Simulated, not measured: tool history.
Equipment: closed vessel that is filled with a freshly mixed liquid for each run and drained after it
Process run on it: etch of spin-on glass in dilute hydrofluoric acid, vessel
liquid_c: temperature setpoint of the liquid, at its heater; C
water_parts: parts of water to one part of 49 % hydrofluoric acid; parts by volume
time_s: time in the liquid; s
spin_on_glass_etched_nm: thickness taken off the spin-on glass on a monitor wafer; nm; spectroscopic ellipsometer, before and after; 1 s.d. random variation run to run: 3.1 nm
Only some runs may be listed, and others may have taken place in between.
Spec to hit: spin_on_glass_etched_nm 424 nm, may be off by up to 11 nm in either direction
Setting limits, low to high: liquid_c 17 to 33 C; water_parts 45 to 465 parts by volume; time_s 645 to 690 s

| run | hour | liquid_c | water_parts | time_s | spin_on_glass_etched_nm |
|---|---|---|---|---|---|
| 1 | 0 | 25 | 255 | 645 | 104.21 |
| 2 | 6.1 | 25 | 335 | 645 | 73.698 |
| 3 | 14.8 | 23 | 335 | 645 | 68.162 |
| 4 | 19.9 | 21 | 335 | 645 | 64 |
| 5 | 26.9 | 24 | 260 | 655 | 99.326 |
| 6 | 31.6 | 21.5 | 260 | 655 | 91.69 |
| 7 | 40.4 | 24.5 | 205 | 665 | 137.89 |
| 8 | 45.5 | 26.5 | 165 | 670 | 195.81 |
| 9 | 46.1 | 28 | 140 | 670 | 248.58 |
| 10 | 51.8 | 29 | 130 | 670 | 286.29 |
| 11 | 56 | 30 | 125 | 670 | 309.66 |
| 12 | 63.5 | 30.5 | 120 | 670 | 333.05 |
| 13 | 68.5 | 33 | 90 | 670 | 508.76 |
| 14 | 72.5 | 30.5 | 90 | 670 | 461.33 |
| 15 | 75.9 | 30 | 90 | 670 | 451.22 |
| 16 | 82.1 | 30 | 90 | 670 | 449.92 |

Pick the move, out of 5, that brings all results within their allowed miss; only one does.
| A | 88.3 | 29 | 90 | 655 | ? |
| B | 88.3 | 30 | 85 | 665 | ? |
| C | 88.3 | 29 | 95 | 655 | ? |
| D | 88.3 | 30.5 | 85 | 665 | ? |
| E | 88.3 | 29 | 80 | 655 | ? |

| move | spin_on_glass_etched_nm |
|---|---|
| A | 424.24 |
| B | 477.14 |
| C | 399.11 |
| D | 486.27 |
| E | 484.07 |
A: all results in spec
B: misses by more than the last run did
C: takes the result that was furthest off past its target
D: misses by more than the last run did
E: misses by more than the last run did
A meets every target.

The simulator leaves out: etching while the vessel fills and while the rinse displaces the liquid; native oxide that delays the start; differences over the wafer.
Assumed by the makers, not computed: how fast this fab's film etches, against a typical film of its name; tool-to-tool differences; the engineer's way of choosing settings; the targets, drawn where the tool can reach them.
